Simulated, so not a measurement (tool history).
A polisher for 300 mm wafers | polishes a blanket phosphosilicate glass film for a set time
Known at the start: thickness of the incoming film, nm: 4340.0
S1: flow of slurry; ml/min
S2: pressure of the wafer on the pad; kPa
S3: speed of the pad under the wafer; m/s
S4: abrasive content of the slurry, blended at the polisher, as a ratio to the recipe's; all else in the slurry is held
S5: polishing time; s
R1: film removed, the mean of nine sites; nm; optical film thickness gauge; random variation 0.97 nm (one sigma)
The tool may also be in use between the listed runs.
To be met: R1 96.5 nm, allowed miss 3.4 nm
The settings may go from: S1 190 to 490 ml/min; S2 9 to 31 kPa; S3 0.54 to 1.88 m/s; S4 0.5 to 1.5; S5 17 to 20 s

run 1 day=0 | S1=315 S2=20 S3=1.2 S4=1 S5=20 | R1=160.76
run 2 day=0.038 | S1=315 S2=17.2 S3=1.18 S4=1 S5=20 | R1=136.84
run 3 day=0.329 | S1=315 S2=17.2 S3=1.18 S4=1 S5=17 | R1=118.37
run 4 day=0.525 | S1=285 S2=17.2 S3=1.18 S4=1 S5=17 | R1=118.89
run 5 day=0.846 | S1=210 S2=17.2 S3=1.18 S4=1 S5=17 | R1=114.69
run 6 day=1.046 | S1=210 S2=17.2 S3=1.18 S4=1 S5=20 | R1=132.44
run 7 day=1.104 | S1=210 S2=15.2 S3=1.18 S4=1 S5=20 | R1=121.08
run 8 day=1.417 | S1=210 S2=13.8 S3=1.18 S4=1 S5=20 | R1=111.39
run 9 day=1.662 | S1=210 S2=13.1 S3=1.18 S4=1 S5=20 | R1=108.83
run 10 day=1.783 | S1=210 S2=12.4 S3=1.18 S4=1 S5=20 | R1=104.45
run 11 day=1.988 | S1=210 S2=11.7 S3=1.18 S4=1 S5=20 | R1=101.12

Which of these 5 next moves meets every target?
run A day=2.192 | S1=210 S2=13.8 S3=1.32 S4=0.95 S5=18 | R1=?
run B day=2.192 | S1=190 S2=11.7 S3=1.32 S4=1.15 S5=18 | R1=?
run C day=2.192 | S1=190 S2=10.3 S3=1.6 S4=1.05 S5=18 | R1=?
run D day=2.192 | S1=235 S2=12.4 S3=1.06 S4=1.3 S5=17 | R1=?
run E day=2.192 | S1=235 S2=11.7 S3=1.16 S4=1.1 S5=20 | R1=?

move=A R1=105.57
move=B R1=105.03
move=C R1=104.93
move=D R1=95.465
move=E R1=105.04
A: further off than the last run
B: further off than the last run
C: further off than the last run
D: meets every target
E: further off than the last run
Answer: D
